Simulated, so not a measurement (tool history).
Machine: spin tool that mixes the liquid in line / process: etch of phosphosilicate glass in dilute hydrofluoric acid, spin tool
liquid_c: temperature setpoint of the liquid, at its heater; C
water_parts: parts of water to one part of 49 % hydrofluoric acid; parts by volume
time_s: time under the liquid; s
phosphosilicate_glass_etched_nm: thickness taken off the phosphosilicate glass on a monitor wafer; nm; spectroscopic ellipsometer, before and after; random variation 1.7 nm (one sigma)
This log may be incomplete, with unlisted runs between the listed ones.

run  hour  liquid_c  water_parts  time_s  phosphosilicate_glass_etched_nm
  1   0.0      24.0           65      45                           104.26
  2   7.3      26.0           60      45                           123.08
  3  11.1      27.5           55      45                           143.24
  4  15.1      28.5           55      45                           151.96
  5  20.7      29.5           55      45                           157.27
  6  26.3      30.0           55      45                           159.22
  7  29.0      30.5           55      45                           163.40
  8  31.7      32.0           45      45                           213.03
  9  37.9      31.5           45      45                           208.95

Expected results for the next run?
 10  46.6      31.0           45      45                                ?

{"run 10": {"phosphosilicate_glass_etched_nm": 208.11}}
